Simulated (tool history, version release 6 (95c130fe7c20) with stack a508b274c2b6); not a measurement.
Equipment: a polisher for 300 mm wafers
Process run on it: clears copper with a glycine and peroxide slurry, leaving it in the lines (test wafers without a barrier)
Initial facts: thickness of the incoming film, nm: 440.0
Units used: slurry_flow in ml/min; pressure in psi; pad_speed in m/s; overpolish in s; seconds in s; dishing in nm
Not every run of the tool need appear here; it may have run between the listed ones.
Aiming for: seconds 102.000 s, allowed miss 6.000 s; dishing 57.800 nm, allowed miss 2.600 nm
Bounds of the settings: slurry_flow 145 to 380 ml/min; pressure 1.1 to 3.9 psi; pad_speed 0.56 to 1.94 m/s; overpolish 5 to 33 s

run	hour	slurry_flow	pressure	pad_speed	overpolish	seconds	dishing
1	0.0	245	2.5	1.24	17	74.037	64.893
2	5.9	245	2.3	1.22	18	80.877	63.495
3	9.5	245	2.2	1.22	18	80.042	61.725
4	16.6	245	2.7	1.22	18	68.775	69.727
5	21.4	245	2.5	1.20	18	74.895	65.784
6	30.3	245	3.1	1.20	18	63.700	74.204
7	34.3	245	2.8	1.18	18	69.537	70.765
8	40.8	245	2.6	1.16	18	76.301	66.778
9	46.5	245	2.4	1.14	18	81.261	63.502
10	55.1	245	2.3	1.12	18	82.946	60.598
11	60.9	245	2.2	1.12	19	86.894	62.231

Of the 4 settings listed for the next run, only one would bring every result within its allowed miss of target. Which one?
A	66.7	250	2.4	1.26	19	?	?
B	66.7	275	2.4	1.14	18	?	?
C	66.7	320	2.1	0.94	20	?	?
D	66.7	230	2.5	1.34	16	?	?

move	seconds	dishing
A	75.652	68.834
B	81.555	63.453
C	103.540	58.104
D	70.113	64.522
A: moves away from the targets compared with the last run
B: moves away from the targets compared with the last run
C: meets every target
D: moves away from the targets compared with the last run
The right move is C.
